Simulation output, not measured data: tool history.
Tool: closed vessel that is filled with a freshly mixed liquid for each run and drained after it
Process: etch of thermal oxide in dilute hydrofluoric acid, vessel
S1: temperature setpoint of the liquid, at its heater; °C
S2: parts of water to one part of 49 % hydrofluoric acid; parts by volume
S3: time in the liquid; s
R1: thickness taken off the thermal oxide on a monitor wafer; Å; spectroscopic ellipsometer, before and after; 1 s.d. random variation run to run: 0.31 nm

{"run": 1, "hour": 0.0, "S1": 24, "S2": 275, "S3": 2865, "R1": 401.26}
{"run": 2, "hour": 7.2, "S1": 21.5, "S2": 275, "S3": 2865, "R1": 364.09}
{"run": 3, "hour": 13.1, "S1": 24.5, "S2": 275, "S3": 2865, "R1": 405.81}
{"run": 4, "hour": 16.0, "S1": 24.5, "S2": 275, "S3": 3070, "R1": 435.35}
{"run": 5, "hour": 19.6, "S1": 24.5, "S2": 275, "S3": 3070, "R1": 435.83}
{"run": 6, "hour": 23.8, "S1": 22.5, "S2": 275, "S3": 3070, "R1": 409.11}
{"run": 7, "hour": 26.4, "S1": 23.5, "S2": 275, "S3": 3070, "R1": 423.45}
{"run": 8, "hour": 33.9, "S1": 24.5, "S2": 275, "S3": 3070, "R1": 437.48}
{"run": 9, "hour": 40.2, "S1": 25.5, "S2": 275, "S3": 3070, "R1": 449.55}
{"run": 10, "hour": 45.4, "S1": 26.5, "S2": 275, "S3": 3070, "R1": 466.9}
{"run": 11, "hour": 48.5, "S1": 27, "S2": 275, "S3": 3070, "R1": 476.19}

Run 12 comes next. What will it give?
{"run": 12, "hour": 52.6, "S1": 27.5, "S2": 275, "S3": 3070, "R1": "?"}

{"run 12": {"R1": 487.68}}
